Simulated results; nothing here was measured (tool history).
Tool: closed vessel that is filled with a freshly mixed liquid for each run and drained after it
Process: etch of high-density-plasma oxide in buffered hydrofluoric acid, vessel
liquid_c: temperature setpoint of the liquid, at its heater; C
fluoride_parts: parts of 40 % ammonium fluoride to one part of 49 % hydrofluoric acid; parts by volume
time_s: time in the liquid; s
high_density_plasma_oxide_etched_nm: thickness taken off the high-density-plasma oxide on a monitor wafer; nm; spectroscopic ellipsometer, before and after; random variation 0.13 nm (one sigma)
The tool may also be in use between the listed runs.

run,hour,liquid_c,fluoride_parts,time_s,high_density_plasma_oxide_etched_nm
1,0.0,25.0,15.0,30,26.302
2,1.5,25.0,11.5,30,34.208
3,3.2,26.0,11.5,30,35.880
4,8.2,26.0,8.0,30,50.392
5,17.5,25.0,8.0,30,47.570
6,21.0,24.0,8.0,30,44.971
7,26.0,23.5,8.0,30,43.878

Forecast run 8:
8,30.6,23.0,8.0,30,?

Run 8 gave high_density_plasma_oxide_etched_nm 42.822 nm.
